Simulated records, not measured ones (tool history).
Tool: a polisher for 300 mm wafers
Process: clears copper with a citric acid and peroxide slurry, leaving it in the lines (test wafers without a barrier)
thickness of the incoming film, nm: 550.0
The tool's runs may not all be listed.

| run | hour | flow of slurry (ml/min) | pressure of the wafer on the pad (psi) | speed of the pad under the wafer (cm/s) | abrasive content of the slurry | overpolish time after the end point (s) | time until the end point was called (s) | dishing of a wide line in a test structure (Å) |
|---|---|---|---|---|---|---|---|---|
| 1 | 0 | 165 | 4.1 | 122 | 1 | 23 | 152.14 | 484.36 |
| 2 | 5.2 | 165 | 4.1 | 122 | 0.8 | 23 | 153.84 | 484.19 |
| 3 | 8 | 170 | 4.2 | 122 | 0.8 | 23 | 151.95 | 479.28 |
| 4 | 8.8 | 170 | 4.2 | 122 | 0.65 | 23 | 153.44 | 476.02 |
| 5 | 10.7 | 170 | 4.2 | 122 | 0.65 | 13 | 154.52 | 291.47 |
| 6 | 19 | 170 | 4.2 | 122 | 0.5 | 13 | 162.1 | 280 |
| 7 | 21.6 | 170 | 4.3 | 122 | 0.5 | 14 | 162 | 313.4 |
| 8 | 26.6 | 170 | 4.5 | 122 | 0.5 | 15 | 153.28 | 346.17 |

Forecast run 9:
| 9 | 34.6 | 170 | 4.6 | 122 | 0.5 | 16 | ? | ? |

Run 9 gave time until the end point was called (s) 146.79, dishing of a wide line in a test structure (Å) 364.03.
